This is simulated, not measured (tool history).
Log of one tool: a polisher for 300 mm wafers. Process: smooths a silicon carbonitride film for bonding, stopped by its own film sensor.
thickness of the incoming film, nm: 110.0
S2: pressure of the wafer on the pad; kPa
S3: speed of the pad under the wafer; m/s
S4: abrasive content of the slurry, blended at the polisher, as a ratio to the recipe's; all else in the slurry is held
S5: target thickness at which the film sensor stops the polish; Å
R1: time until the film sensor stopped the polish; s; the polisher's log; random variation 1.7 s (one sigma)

run 1 hour=0.0 | flow_of_slurry_(ml/min)=165 S2=13.1 S3=0.72 S4=1.0 S5=920 | R1=115.96
run 2 hour=8.4 | flow_of_slurry_(ml/min)=160 S2=11.7 S3=0.72 S4=1.0 S5=920 | R1=129.02
run 3 hour=12.8 | flow_of_slurry_(ml/min)=155 S2=11.0 S3=0.72 S4=1.0 S5=920 | R1=136.18
run 4 hour=18.0 | flow_of_slurry_(ml/min)=155 S2=10.3 S3=0.72 S4=1.0 S5=920 | R1=146.99
run 5 hour=26.0 | flow_of_slurry_(ml/min)=155 S2=12.4 S3=0.72 S4=1.0 S5=920 | R1=124.80
run 6 hour=33.2 | flow_of_slurry_(ml/min)=130 S2=12.4 S3=0.72 S4=1.0 S5=920 | R1=128.41
run 7 hour=36.0 | flow_of_slurry_(ml/min)=125 S2=11.7 S3=0.72 S4=1.0 S5=920 | R1=132.06
run 8 hour=37.2 | flow_of_slurry_(ml/min)=125 S2=11.0 S3=0.72 S4=1.0 S5=920 | R1=139.77
run 9 hour=38.8 | flow_of_slurry_(ml/min)=125 S2=11.0 S3=0.72 S4=1.0 S5=920 | R1=141.77
run 10 hour=45.5 | flow_of_slurry_(ml/min)=120 S2=7.6 S3=0.72 S4=1.0 S5=920 | R1=200.38
run 11 hour=51.5 | flow_of_slurry_(ml/min)=125 S2=7.6 S3=0.72 S4=1.0 S5=920 | R1=198.50
run 12 hour=56.2 | flow_of_slurry_(ml/min)=130 S2=7.6 S3=0.72 S4=1.0 S5=920 | R1=195.79

Run 13 comes next. What will it give?
run 13 hour=63.1 | flow_of_slurry_(ml/min)=135 S2=7.6 S3=0.72 S4=1.0 S5=920 | R1=?

{"run 13": {"R1": 197.98}}

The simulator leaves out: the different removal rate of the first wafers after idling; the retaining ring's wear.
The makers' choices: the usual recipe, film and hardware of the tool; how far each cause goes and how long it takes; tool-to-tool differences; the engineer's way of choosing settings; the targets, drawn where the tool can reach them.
